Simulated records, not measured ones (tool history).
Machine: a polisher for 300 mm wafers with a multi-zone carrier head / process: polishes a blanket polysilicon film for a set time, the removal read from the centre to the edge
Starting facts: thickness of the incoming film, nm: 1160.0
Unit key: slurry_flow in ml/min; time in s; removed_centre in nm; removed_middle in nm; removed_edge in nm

run 1 day=0 | slurry_flow=260 centre_zone=1 middle_zone=1 edge_zone=1 time=47 | removed_centre=262.69 removed_middle=260.62 removed_edge=263.17
run 2 day=0.317 | slurry_flow=260 centre_zone=1 middle_zone=1 edge_zone=1 time=40 | removed_centre=226.09 removed_middle=217.38 removed_edge=228.41
run 3 day=0.646 | slurry_flow=260 centre_zone=1.03 middle_zone=0.98 edge_zone=0.95 time=34 | removed_centre=195.2 removed_middle=183.78 removed_edge=191.05
run 4 day=0.692 | slurry_flow=260 centre_zone=1.03 middle_zone=0.98 edge_zone=0.9 time=34 | removed_centre=196.97 removed_middle=180.66 removed_edge=183.7
run 5 day=0.917 | slurry_flow=260 centre_zone=1.03 middle_zone=1.05 edge_zone=0.9 time=34 | removed_centre=200.53 removed_middle=197.46 removed_edge=185.48
run 6 day=1.075 | slurry_flow=260 centre_zone=1.03 middle_zone=1.13 edge_zone=0.9 time=34 | removed_centre=196.53 removed_middle=215.45 removed_edge=184.62
run 7 day=1.212 | slurry_flow=260 centre_zone=1.03 middle_zone=1.13 edge_zone=0.9 time=34 | removed_centre=197.96 removed_middle=207.28 removed_edge=185.29
-- day=1.233 slurry nozzle cleaned
run 8 day=1.233 | slurry_flow=250 centre_zone=1.04 middle_zone=1.04 edge_zone=0.89 time=31 | removed_centre=191.63 removed_middle=191.42 removed_edge=176.14

Expected results for the next run?
run 9 day=1.475 | slurry_flow=290 centre_zone=1.04 middle_zone=1 edge_zone=0.87 time=30 | removed_centre=? removed_middle=? removed_edge=?

removed_centre: 190.46 nm
removed_middle: 182.97 nm
removed_edge: 171.21 nm
